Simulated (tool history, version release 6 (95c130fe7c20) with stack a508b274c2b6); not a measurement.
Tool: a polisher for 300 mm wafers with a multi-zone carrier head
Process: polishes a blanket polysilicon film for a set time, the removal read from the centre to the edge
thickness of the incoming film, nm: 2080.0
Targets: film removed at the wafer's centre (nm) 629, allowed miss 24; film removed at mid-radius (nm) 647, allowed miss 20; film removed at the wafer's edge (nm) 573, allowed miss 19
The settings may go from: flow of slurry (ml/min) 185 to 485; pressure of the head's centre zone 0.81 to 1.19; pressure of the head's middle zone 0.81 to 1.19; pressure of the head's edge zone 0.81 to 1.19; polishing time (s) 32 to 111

run  hour  flow of slurry (ml/min)  pressure of the head's centre zone  pressure of the head's middle zone  pressure of the head's edge zone  polishing time (s)  film removed at the wafer's centre (nm)  film removed at mid-radius (nm)  film removed at the wafer's edge (nm)
  1     0                      310                                   1                                   1                                 1                  71                                   507.75                           475.13                                 462.11
  2   1.9                      310                                   1                                   1                                 1                  55                                   405.42                           377.88                                 355.19
  3   8.3                      320                                1.02                                1.05                              1.03                  63                                   475.82                              439                                 418.48
  4  13.9                      320                                1.08                                1.05                              1.03                  63                                   491.52                           446.59                                 416.59
  5  16.3                      320                                1.06                                1.09                              1.03                  69                                   530.67                              507                                 460.85
  6  19.4                      320                                1.06                                1.09                              1.12                  69                                      535                           498.68                                 463.88
     23.3  -- centre zone pressure recalibrated
  7  23.3                      325                                1.05                                1.12                              1.12                  73                                   512.67                           553.67                                 502.46
  8  30.5                      335                                1.08                                1.13                              1.13                  75                                   550.48                           567.76                                 521.72
  9  34.2                      335                                1.11                                1.15                              1.13                  77                                   583.18                           595.06                                 527.15
 10  39.6                      340                                1.12                                1.16                              1.14                  78                                   585.72                           613.08                                 532.78
 11  44.8                      345                                1.12                                1.16                              1.15                  79                                    601.3                           614.89                                 544.33

5 next moves are on the table. One of them brings every result within its allowed miss. Which?
  A    50                      390                                1.14                                1.19                              1.19                  81                                        ?                                ?                                      ?
  B    50                      400                                1.09                                1.09                              1.17                  79                                        ?                                ?                                      ?
  C    50                      355                                1.13                                0.93                              1.19                  83                                        ?                                ?                                      ?
  D    50                      285                                1.16                                1.17                              1.15                  76                                        ?                                ?                                      ?
  E    50                      345                                1.08                                1.01                              1.19                  84                                        ?                                ?                                      ?

move  film removed at the wafer's centre (nm)  film removed at mid-radius (nm)  film removed at the wafer's edge (nm)
   A                                   638.53                            647.1                                 578.15
   B                                   595.97                           586.38                                 561.05
   C                                   642.59                           534.09                                 591.43
   D                                   593.55                           583.96                                 524.45
   E                                   620.26                           578.24                                 596.94
A: meets every target
B: further off than the last run
C: further off than the last run
D: further off than the last run
E: further off than the last run
Move A is the one to make.

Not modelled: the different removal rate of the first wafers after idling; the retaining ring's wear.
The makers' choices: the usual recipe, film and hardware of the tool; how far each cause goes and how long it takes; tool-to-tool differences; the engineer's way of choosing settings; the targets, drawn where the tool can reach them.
